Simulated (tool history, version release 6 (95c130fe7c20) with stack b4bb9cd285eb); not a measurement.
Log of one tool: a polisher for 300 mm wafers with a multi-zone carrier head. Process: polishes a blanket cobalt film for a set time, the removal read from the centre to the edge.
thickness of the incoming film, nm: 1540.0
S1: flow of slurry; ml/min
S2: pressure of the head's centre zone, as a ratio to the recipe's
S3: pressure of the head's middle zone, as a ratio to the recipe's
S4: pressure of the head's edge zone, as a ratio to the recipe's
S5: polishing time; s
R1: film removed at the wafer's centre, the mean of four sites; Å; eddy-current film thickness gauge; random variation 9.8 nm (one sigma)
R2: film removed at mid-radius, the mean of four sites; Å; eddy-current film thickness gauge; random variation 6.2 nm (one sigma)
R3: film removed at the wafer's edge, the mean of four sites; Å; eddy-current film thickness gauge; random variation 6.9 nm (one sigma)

run,hour,S1,S2,S3,S4,S5,R1,R2,R3
1,0.0,250,1.00,1.00,1.00,75,5624.7,5657.6,5803.9
2,1.9,255,1.01,1.02,1.03,77,5936.5,5994.7,6073.7
3,9.4,255,1.07,1.02,1.03,77,6086.2,5855.1,6010.3
4,10.8,265,1.06,1.03,1.06,78,6210.2,6080.3,6277.8
5,17.8,275,1.06,1.04,1.08,79,6435.2,6277.9,6412.0
6,20.0,215,1.06,1.04,1.08,79,6181.6,5986.0,6234.6
7,22.1,235,1.05,1.05,1.10,79,6177.4,6114.6,6347.0
8,23.2,250,1.05,1.06,1.12,79,6292.5,6292.7,6471.8

The next listed run, before its measurement:
9,28.7,265,1.05,1.06,1.13,79,?,?,?

{"run 9": {"R1": 6351.6, "R2": 6323.8, "R3": 6487.5}}

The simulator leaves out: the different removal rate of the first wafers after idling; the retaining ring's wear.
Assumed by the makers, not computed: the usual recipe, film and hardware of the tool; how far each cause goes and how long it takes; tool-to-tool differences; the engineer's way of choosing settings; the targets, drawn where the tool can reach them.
